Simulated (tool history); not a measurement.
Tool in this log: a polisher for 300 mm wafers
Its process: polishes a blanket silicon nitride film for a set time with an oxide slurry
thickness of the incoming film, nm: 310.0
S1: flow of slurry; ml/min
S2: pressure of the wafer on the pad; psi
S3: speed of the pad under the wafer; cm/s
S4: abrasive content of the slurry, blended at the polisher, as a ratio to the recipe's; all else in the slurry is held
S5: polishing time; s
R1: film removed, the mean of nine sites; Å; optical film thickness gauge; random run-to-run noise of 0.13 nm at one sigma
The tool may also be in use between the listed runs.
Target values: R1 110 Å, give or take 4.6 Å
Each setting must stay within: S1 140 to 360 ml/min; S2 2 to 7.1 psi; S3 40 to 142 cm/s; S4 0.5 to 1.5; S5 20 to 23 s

run,hour,S1,S2,S3,S4,S5,R1
1,0,230,4.5,90,1,23,186.1
2,2.8,230,4.5,90,0.8,23,156.73
3,6.6,230,4.2,90,0.8,23,146.25
4,15.2,180,4.2,90,0.8,23,143.78
5,20.4,180,4,90,0.8,23,134.69
6,26.2,180,3.8,90,0.8,23,129.18
7,27.5,180,3.7,90,0.8,23,125.56
8,30.6,180,3.6,90,0.8,23,125.14
9,36.8,180,3.5,90,0.8,23,118.69
10,40.2,180,3.4,90,0.8,23,116.79

Which one of the following 5 next-run settings gets every result inside its allowed miss? There is exactly one.
A,43.6,180,3.6,88,0.9,22,?
B,43.6,190,3.1,110,0.8,22,?
C,43.6,220,2.8,108,0.95,22,?
D,43.6,190,3.5,76,1,23,?
E,43.6,145,3.2,100,0.9,20,?

move,R1
A,126.34
B,119.65
C,124.65
D,124
E,110.23
A: its largest miss is bigger than the last run's
B: its largest miss is bigger than the last run's
C: its largest miss is bigger than the last run's
D: its largest miss is bigger than the last run's
E: in spec on every target
E meets every target.
